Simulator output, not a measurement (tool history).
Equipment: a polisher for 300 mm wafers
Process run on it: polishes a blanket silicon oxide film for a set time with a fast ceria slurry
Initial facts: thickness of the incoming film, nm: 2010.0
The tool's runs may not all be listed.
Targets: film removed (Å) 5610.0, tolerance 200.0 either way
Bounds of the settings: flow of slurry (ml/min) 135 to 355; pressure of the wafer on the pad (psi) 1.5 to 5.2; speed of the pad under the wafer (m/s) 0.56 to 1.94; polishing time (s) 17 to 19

run	hour	flow of slurry (ml/min)	pressure of the wafer on the pad (psi)	speed of the pad under the wafer (m/s)	polishing time (s)	film removed (Å)
1	0.0	225	3.3	1.24	19	3792.2
2	5.5	225	3.3	1.24	17	3390.6
3	10.0	280	3.3	1.24	17	3438.3
4	14.7	280	3.5	1.24	17	3678.0
5	17.5	280	3.7	1.24	17	3857.8
6	19.9	280	3.9	1.24	17	4014.7
7	28.8	285	4.9	1.26	17	5065.1
8	31.5	285	5.1	1.28	17	5292.7

Exercise: of the 5 proposed moves below, exactly one satisfies all targets within the stated allowed misses. Which move is it?
A	34.2	305	4.5	1.28	17	?
B	34.2	235	5.2	1.12	18	?
C	34.2	310	3.9	1.34	19	?
D	34.2	230	5.1	1.22	19	?
E	34.2	290	4.9	1.24	17	?

move	film removed (Å)
A	4731.1
B	4898.6
C	4855.1
D	5502.1
E	4940.6
A: lands further from the targets than the last run did
B: lands further from the targets than the last run did
C: lands further from the targets than the last run did
D: each result inside its tolerance
E: lands further from the targets than the last run did
D is the move that brings every result within its allowed miss.
